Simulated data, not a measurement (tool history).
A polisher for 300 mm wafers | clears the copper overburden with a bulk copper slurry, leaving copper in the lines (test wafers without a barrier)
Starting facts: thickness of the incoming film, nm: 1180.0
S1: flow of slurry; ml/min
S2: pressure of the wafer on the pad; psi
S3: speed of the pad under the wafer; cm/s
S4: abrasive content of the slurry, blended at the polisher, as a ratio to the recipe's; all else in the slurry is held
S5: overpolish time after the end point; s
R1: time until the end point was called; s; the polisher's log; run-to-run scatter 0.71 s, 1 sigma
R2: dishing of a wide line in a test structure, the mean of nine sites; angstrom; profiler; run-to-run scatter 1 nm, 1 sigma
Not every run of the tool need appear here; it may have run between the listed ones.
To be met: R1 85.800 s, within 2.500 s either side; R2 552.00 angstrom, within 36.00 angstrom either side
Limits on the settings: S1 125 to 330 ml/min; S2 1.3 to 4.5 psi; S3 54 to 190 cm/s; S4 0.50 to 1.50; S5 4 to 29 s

Run 1, hour 0.0: S1 210 ml/min, S2 2.9 psi, S3 122 cm/s, S4 1.00, S5 15 s. Result: R1 95.611 s, R2 723.18 angstrom.
Run 2, hour 7.1: S1 215 ml/min, S2 2.9 psi, S3 122 cm/s, S4 1.00, S5 12 s. Result: R1 94.813 s, R2 648.41 angstrom.
Run 3, hour 11.3: S1 215 ml/min, S2 2.2 psi, S3 122 cm/s, S4 1.00, S5 12 s. Result: R1 111.970 s, R2 587.33 angstrom.
Run 4, hour 15.0: S1 215 ml/min, S2 2.2 psi, S3 142 cm/s, S4 1.00, S5 12 s. Result: R1 98.243 s, R2 594.94 angstrom.
Run 5, hour 20.9: S1 215 ml/min, S2 2.2 psi, S3 118 cm/s, S4 1.00, S5 12 s. Result: R1 114.480 s, R2 575.05 angstrom.
Run 6, hour 22.6: S1 215 ml/min, S2 2.2 psi, S3 146 cm/s, S4 1.00, S5 12 s. Result: R1 95.137 s, R2 611.28 angstrom.
Run 7, hour 25.0: S1 220 ml/min, S2 2.3 psi, S3 146 cm/s, S4 1.00, S5 11 s. Result: R1 93.162 s, R2 608.78 angstrom.
Run 8, hour 27.2: S1 220 ml/min, S2 2.3 psi, S3 146 cm/s, S4 1.00, S5 11 s. Result: R1 91.583 s, R2 617.87 angstrom.
Run 9, hour 28.4: S1 225 ml/min, S2 2.3 psi, S3 146 cm/s, S4 1.00, S5 10 s. Result: R1 93.049 s, R2 598.26 angstrom.
Run 10, hour 30.5: S1 225 ml/min, S2 2.4 psi, S3 146 cm/s, S4 1.00, S5 9 s. Result: R1 90.080 s, R2 558.52 angstrom.

Exercise: of the 5 proposed moves below, exactly one satisfies all targets within the stated allowed misses. Which move is it?
Run A, hour 32.6: S1 215 ml/min, S2 2.8 psi, S3 146 cm/s, S4 1.10, S5 8 s. Result: R1 ?, R2 ?.
Run B, hour 32.6: S1 250 ml/min, S2 2.9 psi, S3 120 cm/s, S4 1.15, S5 13 s. Result: R1 ?, R2 ?.
Run C, hour 32.6: S1 165 ml/min, S2 3.1 psi, S3 154 cm/s, S4 0.85, S5 11 s. Result: R1 ?, R2 ?.
Run D, hour 32.6: S1 300 ml/min, S2 1.9 psi, S3 166 cm/s, S4 1.25, S5 8 s. Result: R1 ?, R2 ?.
Run E, hour 32.6: S1 225 ml/min, S2 2.1 psi, S3 152 cm/s, S4 1.20, S5 9 s. Result: R1 ?, R2 ?.

move      R1      R2
   A  81.692  583.04
   B  92.592  698.97
   C  79.026  699.88
   D  85.881  554.34
   E  91.504  574.64
A: moves the result that the last run missed by most past its target, out the other side
B: misses by more than the last run did
C: moves the result that the last run missed by most past its target, out the other side
D: each result inside its tolerance
E: misses by more than the last run did
The move that meets every target is D.
